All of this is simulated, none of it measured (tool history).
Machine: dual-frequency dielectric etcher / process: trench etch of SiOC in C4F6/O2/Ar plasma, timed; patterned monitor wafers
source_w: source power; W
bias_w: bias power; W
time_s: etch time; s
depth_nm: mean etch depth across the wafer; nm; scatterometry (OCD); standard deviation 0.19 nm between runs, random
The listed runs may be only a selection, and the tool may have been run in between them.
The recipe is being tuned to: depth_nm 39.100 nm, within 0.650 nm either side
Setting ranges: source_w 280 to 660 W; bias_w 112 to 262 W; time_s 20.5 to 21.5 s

run 1 hour=0.0 | source_w=470 bias_w=187 time_s=20.5 | depth_nm=43.039
run 2 hour=2.7 | source_w=470 bias_w=187 time_s=20.5 | depth_nm=42.983
run 3 hour=4.9 | source_w=470 bias_w=201 time_s=20.5 | depth_nm=43.837
run 4 hour=11.2 | source_w=410 bias_w=201 time_s=20.5 | depth_nm=41.525
run 5 hour=18.7 | source_w=410 bias_w=218 time_s=20.5 | depth_nm=42.819
run 6 hour=24.1 | source_w=460 bias_w=218 time_s=20.5 | depth_nm=45.140
run 7 hour=31.4 | source_w=410 bias_w=216 time_s=20.5 | depth_nm=42.942
run 8 hour=36.4 | source_w=380 bias_w=214 time_s=20.5 | depth_nm=41.109
-- hour=45.1 source power generator calibrated
run 9 hour=45.1 | source_w=360 bias_w=213 time_s=20.5 | depth_nm=40.866
run 10 hour=47.5 | source_w=340 bias_w=212 time_s=20.5 | depth_nm=40.153

Exactly one of the 4 candidate moves below puts every result within its allowed miss. Which one?
run A hour=49.9 | source_w=390 bias_w=123 time_s=21.5 | depth_nm=?
run B hour=49.9 | source_w=340 bias_w=208 time_s=21.0 | depth_nm=?
run C hour=49.9 | source_w=340 bias_w=201 time_s=20.5 | depth_nm=?
run D hour=49.9 | source_w=290 bias_w=184 time_s=21.5 | depth_nm=?

move=A depth_nm=37.715
move=B depth_nm=40.656
move=C depth_nm=39.264
move=D depth_nm=37.607
A: carries the result that was furthest off beyond its target, to the other side
B: misses by more than the last run did
C: all results in spec
D: carries the result that was furthest off beyond its target, to the other side
Answer: C
